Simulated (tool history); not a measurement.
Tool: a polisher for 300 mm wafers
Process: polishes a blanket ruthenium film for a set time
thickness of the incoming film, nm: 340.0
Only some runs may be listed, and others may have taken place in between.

run  hour  flow of slurry (ml/min)  pressure of the wafer on the pad (psi)  speed of the pad under the wafer (cm/s)  polishing time (s)  film removed (angstrom)
  1     0                      255                                     2.7                                      128                  34                   720.36
  2   6.6                      255                                     2.7                                      116                  34                   657.14
  3    11                      280                                     2.7                                      116                  34                   662.88
  4  14.5                      280                                     2.6                                      116                  34                   640.03
  5  17.6                      275                                     2.6                                      116                  34                   647.43
  6  18.4                      275                                     2.2                                      116                  34                   549.89

The next listed run, before its measurement:
  7  22.1                      280                                     2.2                                      116                  34                        ?

{"run 7": {"film removed (angstrom)": 548.1}}
